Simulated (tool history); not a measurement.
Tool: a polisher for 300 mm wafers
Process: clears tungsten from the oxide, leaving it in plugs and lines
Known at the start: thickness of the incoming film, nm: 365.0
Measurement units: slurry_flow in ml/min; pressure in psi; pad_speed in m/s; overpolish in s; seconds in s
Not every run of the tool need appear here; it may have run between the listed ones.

| run | hour | slurry_flow | pressure | pad_speed | slurry_solids | overpolish | seconds |
|---|---|---|---|---|---|---|---|
| 1 | 0 | 225 | 4.5 | 0.82 | 1 | 14 | 101.37 |
| 2 | 2.3 | 275 | 4.5 | 0.82 | 1 | 14 | 94.998 |
| 3 | 6.6 | 275 | 4.5 | 0.82 | 1 | 14 | 98.539 |
| 4 | 8.3 | 275 | 5.2 | 0.84 | 1 | 14 | 84.791 |
| 5 | 15.4 | 305 | 5.2 | 0.84 | 1 | 14 | 83.667 |
| 6 | 22.3 | 305 | 5.2 | 0.84 | 1 | 15 | 83.6 |
| 7 | 27.6 | 305 | 5.7 | 0.88 | 1 | 15 | 70.708 |
| 8 | 29.2 | 305 | 6.1 | 0.88 | 1 | 15 | 69.918 |
| 9 | 32.8 | 305 | 6.1 | 0.88 | 1 | 15 | 69.578 |
| 10 | 41.4 | 305 | 6.4 | 0.9 | 1 | 15 | 63.638 |
| 11 | 46.1 | 305 | 6.6 | 0.92 | 1 | 15 | 62.607 |

Run 12 comes next. What will it give?
| 12 | 47.9 | 305 | 6.7 | 0.94 | 1 | 15 | ? |

Run 12 gave seconds 59.658 s.

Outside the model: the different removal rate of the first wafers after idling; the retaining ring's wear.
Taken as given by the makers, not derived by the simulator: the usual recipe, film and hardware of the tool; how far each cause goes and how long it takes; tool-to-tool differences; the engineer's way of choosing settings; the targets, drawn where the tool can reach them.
